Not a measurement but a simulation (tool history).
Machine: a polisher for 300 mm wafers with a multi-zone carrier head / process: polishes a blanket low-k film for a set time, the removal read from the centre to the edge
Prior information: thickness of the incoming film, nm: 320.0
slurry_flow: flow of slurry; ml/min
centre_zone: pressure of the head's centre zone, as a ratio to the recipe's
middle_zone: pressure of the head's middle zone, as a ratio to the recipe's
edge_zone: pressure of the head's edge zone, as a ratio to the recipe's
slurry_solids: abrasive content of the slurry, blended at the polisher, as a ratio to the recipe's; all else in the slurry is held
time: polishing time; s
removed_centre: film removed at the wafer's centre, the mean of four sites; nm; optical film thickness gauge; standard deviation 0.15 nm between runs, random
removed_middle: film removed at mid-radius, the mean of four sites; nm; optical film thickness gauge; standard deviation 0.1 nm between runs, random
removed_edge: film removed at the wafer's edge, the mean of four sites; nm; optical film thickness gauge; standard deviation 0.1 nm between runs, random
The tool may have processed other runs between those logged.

Run 1, hour 0.0: slurry_flow 255 ml/min, centre_zone 1.00, middle_zone 1.00, edge_zone 1.00, slurry_solids 1.00, time 45 s. Result: removed_centre 21.404 nm, removed_middle 22.036 nm, removed_edge 21.402 nm.
Run 2, hour 5.0: slurry_flow 255 ml/min, centre_zone 1.00, middle_zone 1.08, edge_zone 1.00, slurry_solids 1.00, time 45 s. Result: removed_centre 21.442 nm, removed_middle 23.219 nm, removed_edge 21.628 nm.
Run 3, hour 13.7: slurry_flow 250 ml/min, centre_zone 1.01, middle_zone 1.03, edge_zone 0.99, slurry_solids 0.90, time 42 s. Result: removed_centre 19.356 nm, removed_middle 19.884 nm, removed_edge 18.759 nm.
Run 4, hour 14.9: slurry_flow 240 ml/min, centre_zone 1.01, middle_zone 0.99, edge_zone 0.99, slurry_solids 0.80, time 40 s. Result: removed_centre 17.633 nm, removed_middle 17.634 nm, removed_edge 16.854 nm.
Run 5, hour 22.9: slurry_flow 240 ml/min, centre_zone 1.01, middle_zone 0.99, edge_zone 0.99, slurry_solids 0.80, time 33 s. Result: removed_centre 13.998 nm, removed_middle 14.303 nm, removed_edge 14.269 nm.
Run 6, hour 29.9: slurry_flow 235 ml/min, centre_zone 1.01, middle_zone 0.96, edge_zone 0.98, slurry_solids 0.75, time 33 s. Result: removed_centre 13.944 nm, removed_middle 13.714 nm, removed_edge 13.624 nm.
Run 7, hour 34.5: slurry_flow 230 ml/min, centre_zone 1.01, middle_zone 0.93, edge_zone 0.97, slurry_solids 0.70, time 33 s. Result: removed_centre 13.577 nm, removed_middle 13.001 nm, removed_edge 13.171 nm.

Estimate the outcome of run 8 from the log above:
Run 8, hour 38.5: slurry_flow 225 ml/min, centre_zone 1.01, middle_zone 0.91, edge_zone 0.95, slurry_solids 0.70, time 33 s. Result: removed_centre ?, removed_middle ?, removed_edge ?.

{"run 8": {"removed_centre": 13.53, "removed_middle": 12.67, "removed_edge": 12.981}}

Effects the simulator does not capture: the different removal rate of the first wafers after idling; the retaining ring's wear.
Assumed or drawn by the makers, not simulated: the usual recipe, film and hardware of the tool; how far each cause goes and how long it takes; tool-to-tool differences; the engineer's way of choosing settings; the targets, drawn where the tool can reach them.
